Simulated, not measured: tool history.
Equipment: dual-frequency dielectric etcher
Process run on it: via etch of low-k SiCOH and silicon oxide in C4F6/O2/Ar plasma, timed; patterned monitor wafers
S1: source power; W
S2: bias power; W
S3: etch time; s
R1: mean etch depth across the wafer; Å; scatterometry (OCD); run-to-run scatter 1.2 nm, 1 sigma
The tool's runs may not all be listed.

Run 1, day 0: S1 450 W, S2 233 W, S3 90 s. Result: R1 2727.1 Å.
Run 2, day 0.221: S1 380 W, S2 233 W, S3 90 s. Result: R1 2619.4 Å.
Run 3, day 0.462: S1 450 W, S2 233 W, S3 90 s. Result: R1 2753.2 Å.
Run 4, day 0.483: S1 450 W, S2 233 W, S3 90 s. Result: R1 2727.1 Å.
Run 5, day 0.85: S1 420 W, S2 225 W, S3 90 s. Result: R1 2653.5 Å.
Run 6, day 1.021: S1 420 W, S2 199 W, S3 90 s. Result: R1 2580.1 Å.
Run 7, day 1.129: S1 410 W, S2 195 W, S3 90 s. Result: R1 2542.5 Å.

What does the tool deliver on the next run?
Run 8, day 1.296: S1 400 W, S2 192 W, S3 90 s. Result: R1 ?.

R1: 2549.9 Å

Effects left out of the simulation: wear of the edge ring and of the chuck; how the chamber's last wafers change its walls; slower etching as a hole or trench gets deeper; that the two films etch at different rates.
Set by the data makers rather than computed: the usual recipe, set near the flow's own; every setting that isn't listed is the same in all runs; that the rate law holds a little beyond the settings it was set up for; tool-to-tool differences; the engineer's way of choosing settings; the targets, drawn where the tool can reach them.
